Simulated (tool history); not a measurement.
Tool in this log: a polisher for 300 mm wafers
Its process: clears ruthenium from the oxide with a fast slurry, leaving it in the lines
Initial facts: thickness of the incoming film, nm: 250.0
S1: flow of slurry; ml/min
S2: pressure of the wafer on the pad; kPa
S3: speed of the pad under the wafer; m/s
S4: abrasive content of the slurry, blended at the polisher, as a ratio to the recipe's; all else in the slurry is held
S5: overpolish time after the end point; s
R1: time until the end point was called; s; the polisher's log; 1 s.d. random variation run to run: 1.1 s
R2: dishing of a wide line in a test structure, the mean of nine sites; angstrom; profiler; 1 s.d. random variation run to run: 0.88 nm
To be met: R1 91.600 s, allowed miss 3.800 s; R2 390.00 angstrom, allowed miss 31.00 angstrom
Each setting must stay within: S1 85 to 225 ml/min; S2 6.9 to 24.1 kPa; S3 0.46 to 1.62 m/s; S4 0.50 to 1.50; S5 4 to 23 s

{"run": 1, "hour": 0.0, "S1": 145, "S2": 15.2, "S3": 1.04, "S4": 1.0, "S5": 12, "R1": 75.007, "R2": 312.46}
{"run": 2, "hour": 7.6, "S1": 145, "S2": 15.2, "S3": 1.04, "S4": 1.0, "S5": 13, "R1": 75.045, "R2": 328.88}
{"run": 3, "hour": 13.6, "S1": 145, "S2": 15.2, "S3": 1.04, "S4": 1.0, "S5": 14, "R1": 74.284, "R2": 364.95}
{"run": 4, "hour": 14.3, "S1": 135, "S2": 13.1, "S3": 1.04, "S4": 1.0, "S5": 16, "R1": 85.305, "R2": 364.46}
{"run": 5, "hour": 17.2, "S1": 135, "S2": 13.1, "S3": 1.04, "S4": 1.0, "S5": 11, "R1": 86.651, "R2": 254.15}
{"run": 6, "hour": 19.9, "S1": 135, "S2": 13.1, "S3": 1.04, "S4": 1.0, "S5": 12, "R1": 87.446, "R2": 272.71}
{"run": 7, "hour": 27.4, "S1": 135, "S2": 13.1, "S3": 1.04, "S4": 1.0, "S5": 13, "R1": 87.324, "R2": 293.84}
{"run": 8, "hour": 36.0, "S1": 125, "S2": 12.4, "S3": 1.04, "S4": 1.0, "S5": 16, "R1": 92.65, "R2": 338.95}
{"run": 9, "hour": 38.0, "S1": 125, "S2": 12.4, "S3": 1.04, "S4": 1.0, "S5": 17, "R1": 93.363, "R2": 341.83}

Which single option among these 4 for the next run brings every result within its allowed miss of target? Just one does.
{"run": "A", "hour": 40.0, "S1": 115, "S2": 12.4, "S3": 1.0, "S4": 0.9, "S5": 17, "R1": "?", "R2": "?"}
{"run": "B", "hour": 40.0, "S1": 115, "S2": 13.8, "S3": 0.82, "S4": 1.15, "S5": 16, "R1": "?", "R2": "?"}
{"run": "C", "hour": 40.0, "S1": 140, "S2": 12.4, "S3": 0.92, "S4": 1.05, "S5": 21, "R1": "?", "R2": "?"}
{"run": "D", "hour": 40.0, "S1": 90, "S2": 13.1, "S3": 1.3, "S4": 0.7, "S5": 19, "R1": "?", "R2": "?"}

move=A R1=104.460 R2=316.18
move=B R1=103.350 R2=302.37
move=C R1=101.790 R2=389.50
move=D R1=91.869 R2=390.33
A: lands further from the targets than the last run did
B: lands further from the targets than the last run did
C: brings the last run's worst result on target, with another outside its allowed miss
D: meets every target
So the answer is move D, the one that meets all the targets.
